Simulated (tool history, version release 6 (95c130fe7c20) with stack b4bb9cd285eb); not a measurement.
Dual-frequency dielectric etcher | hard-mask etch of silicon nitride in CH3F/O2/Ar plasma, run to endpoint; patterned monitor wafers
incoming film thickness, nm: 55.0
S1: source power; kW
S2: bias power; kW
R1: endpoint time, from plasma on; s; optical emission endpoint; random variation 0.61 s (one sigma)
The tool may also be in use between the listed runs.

run 1 day=0.000 | S1=0.480 S2=0.059 | R1=83.112
run 2 day=0.029 | S1=0.450 S2=0.058 | R1=84.926
run 3 day=0.400 | S1=0.450 S2=0.066 | R1=81.210
run 4 day=0.725 | S1=0.410 S2=0.064 | R1=85.591
run 5 day=0.804 | S1=0.390 S2=0.063 | R1=88.269
run 6 day=1.175 | S1=0.390 S2=0.072 | R1=84.780
-- day=1.275 source power generator calibrated
run 7 day=1.275 | S1=0.370 S2=0.071 | R1=87.082

Forecast run 8:
run 8 day=1.462 | S1=0.350 S2=0.071 | R1=?

Run 8 yielded R1 88.367 s.
